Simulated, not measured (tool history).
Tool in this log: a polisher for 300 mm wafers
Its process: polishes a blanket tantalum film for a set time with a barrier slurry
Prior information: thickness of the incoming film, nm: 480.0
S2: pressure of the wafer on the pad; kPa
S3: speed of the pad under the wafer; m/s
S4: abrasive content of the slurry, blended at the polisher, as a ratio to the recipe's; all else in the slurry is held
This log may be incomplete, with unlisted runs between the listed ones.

run 1 day=0.000 | flow_of_slurry_(ml/min)=130 S2=15.9 S3=0.84 S4=1.0 polishing_time_(s)=44 | film_removed_(Å)=802.54
run 2 day=0.171 | flow_of_slurry_(ml/min)=125 S2=15.2 S3=0.84 S4=1.0 polishing_time_(s)=44 | film_removed_(Å)=760.52
run 3 day=0.367 | flow_of_slurry_(ml/min)=120 S2=14.5 S3=0.84 S4=1.0 polishing_time_(s)=44 | film_removed_(Å)=733.92
run 4 day=0.404 | flow_of_slurry_(ml/min)=120 S2=13.8 S3=0.84 S4=1.0 polishing_time_(s)=44 | film_removed_(Å)=687.02
run 5 day=0.517 | flow_of_slurry_(ml/min)=115 S2=13.1 S3=0.84 S4=1.0 polishing_time_(s)=44 | film_removed_(Å)=656.29
run 6 day=0.746 | flow_of_slurry_(ml/min)=145 S2=13.1 S3=0.84 S4=1.0 polishing_time_(s)=44 | film_removed_(Å)=686.78
run 7 day=1.004 | flow_of_slurry_(ml/min)=140 S2=12.4 S3=0.84 S4=1.0 polishing_time_(s)=44 | film_removed_(Å)=650.64
run 8 day=1.300 | flow_of_slurry_(ml/min)=135 S2=12.4 S3=0.84 S4=1.0 polishing_time_(s)=44 | film_removed_(Å)=653.12

Predict the results of run 9:
run 9 day=1.512 | flow_of_slurry_(ml/min)=130 S2=12.4 S3=0.84 S4=1.0 polishing_time_(s)=44 | film_removed_(Å)=?

Run 9 came out at film removed (Å) 640.15.
